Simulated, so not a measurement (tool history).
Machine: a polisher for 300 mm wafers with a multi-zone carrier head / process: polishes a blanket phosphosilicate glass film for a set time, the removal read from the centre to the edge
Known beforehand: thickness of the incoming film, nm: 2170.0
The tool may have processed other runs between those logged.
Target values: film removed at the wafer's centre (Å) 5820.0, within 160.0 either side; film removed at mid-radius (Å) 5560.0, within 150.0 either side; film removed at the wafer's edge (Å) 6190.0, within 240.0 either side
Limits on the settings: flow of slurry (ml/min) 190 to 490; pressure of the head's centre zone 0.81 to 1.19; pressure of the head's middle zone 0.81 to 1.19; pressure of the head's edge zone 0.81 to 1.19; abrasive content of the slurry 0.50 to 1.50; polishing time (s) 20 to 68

run,hour,flow of slurry (ml/min),pressure of the head's centre zone,pressure of the head's middle zone,pressure of the head's edge zone,abrasive content of the slurry,polishing time (s),film removed at the wafer's centre (Å),film removed at mid-radius (Å),film removed at the wafer's edge (Å)
1,0.0,315,1.00,1.00,1.00,1.00,44,4518.6,4380.3,4429.3
2,2.3,315,1.00,0.93,1.00,1.00,44,4460.6,4082.5,4523.4
3,3.1,315,1.00,0.87,1.00,1.00,44,4440.8,3856.9,4510.5
4,7.1,315,1.00,0.91,1.05,1.15,44,4796.3,4225.4,4888.4
5,9.9,370,1.00,0.91,1.05,1.15,44,4776.0,4321.2,5006.2
6,11.2,370,0.97,0.91,1.05,1.15,44,4610.4,4304.8,4903.9
7,18.3,395,0.99,0.95,1.10,1.25,44,5003.1,4635.4,5271.1
8,21.2,405,0.99,0.97,1.13,1.35,44,5104.6,4866.7,5502.0
9,29.6,410,1.00,0.99,1.15,1.40,45,5353.4,5120.8,5876.3
10,35.9,415,1.02,1.01,1.16,1.45,45,5567.1,5338.6,5979.5

Exercise: of the 4 proposed moves below, exactly one satisfies all targets within the stated allowed misses. Which move is it?
A,42.2,395,1.05,1.03,1.19,1.50,46,?,?,?
B,42.2,380,0.97,1.01,1.18,1.45,47,?,?,?
C,42.2,440,0.84,0.98,1.19,1.35,54,?,?,?
D,42.2,385,1.10,1.01,1.16,1.35,49,?,?,?

move,film removed at the wafer's centre (Å),film removed at mid-radius (Å),film removed at the wafer's edge (Å)
A,5875.5,5516.7,6116.5
B,5508.7,5463.0,6134.0
C,5483.3,6014.0,6941.5
D,6257.5,5543.7,6171.7
A: every result within its allowed miss
B: moves away from the targets compared with the last run
C: moves away from the targets compared with the last run
D: moves the result that the last run missed by most past its target, out the other side
A is the move that brings every result within its allowed miss.
